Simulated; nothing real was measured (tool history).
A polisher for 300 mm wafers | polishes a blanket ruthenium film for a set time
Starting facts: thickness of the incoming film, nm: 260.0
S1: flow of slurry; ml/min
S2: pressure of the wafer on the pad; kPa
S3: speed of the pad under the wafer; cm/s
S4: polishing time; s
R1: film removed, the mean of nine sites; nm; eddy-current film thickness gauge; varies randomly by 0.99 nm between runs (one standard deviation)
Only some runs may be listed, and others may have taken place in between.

Run 1, hour 0: S1 285 ml/min, S2 16.5 kPa, S3 78 cm/s, S4 64 s. Result: R1 82.738 nm.
Run 2, hour 8.9: S1 285 ml/min, S2 16.5 kPa, S3 60 cm/s, S4 64 s. Result: R1 72.703 nm.
Run 3, hour 14: S1 285 ml/min, S2 20 kPa, S3 60 cm/s, S4 64 s. Result: R1 86.551 nm.
Run 4, hour 22.3: S1 310 ml/min, S2 20 kPa, S3 60 cm/s, S4 64 s. Result: R1 88.088 nm.
Run 5, hour 28.3: S1 310 ml/min, S2 20 kPa, S3 60 cm/s, S4 64 s. Result: R1 88.906 nm.
Run 6, hour 34.1: S1 320 ml/min, S2 20.7 kPa, S3 60 cm/s, S4 64 s. Result: R1 91.819 nm.
Run 7, hour 39.1: S1 320 ml/min, S2 21.4 kPa, S3 60 cm/s, S4 64 s. Result: R1 93.882 nm.

Forecast run 8:
Run 8, hour 44.4: S1 320 ml/min, S2 22.1 kPa, S3 60 cm/s, S4 64 s. Result: R1 ?.

{"run 8": {"R1": 96.304}}
